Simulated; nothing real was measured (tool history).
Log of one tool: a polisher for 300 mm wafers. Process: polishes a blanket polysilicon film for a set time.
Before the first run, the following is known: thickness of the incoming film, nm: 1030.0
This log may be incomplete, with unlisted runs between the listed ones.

| run | hour | flow of slurry (ml/min) | pressure of the wafer on the pad (psi) | speed of the pad under the wafer (cm/s) | polishing time (s) | film removed (Å) |
|---|---|---|---|---|---|---|
| 1 | 0 | 170 | 1.9 | 106 | 45 | 2670.7 |
| 2 | 3.5 | 170 | 2 | 106 | 45 | 2773.9 |
| 3 | 8.3 | 170 | 1.7 | 106 | 45 | 2392.2 |
| 4 | 9.1 | 130 | 1.7 | 106 | 45 | 2246.8 |
| 5 | 11.5 | 130 | 1.7 | 92 | 45 | 1977.6 |
| 6 | 20.5 | 115 | 1.7 | 92 | 45 | 1921.9 |
| 7 | 27.8 | 125 | 1.8 | 92 | 45 | 2084.5 |

Run 8 is up next; what results do you expect?
| 8 | 31.3 | 135 | 1.9 | 92 | 45 | ? |

{"run 8": {"film removed (Å)": 2211.8}}

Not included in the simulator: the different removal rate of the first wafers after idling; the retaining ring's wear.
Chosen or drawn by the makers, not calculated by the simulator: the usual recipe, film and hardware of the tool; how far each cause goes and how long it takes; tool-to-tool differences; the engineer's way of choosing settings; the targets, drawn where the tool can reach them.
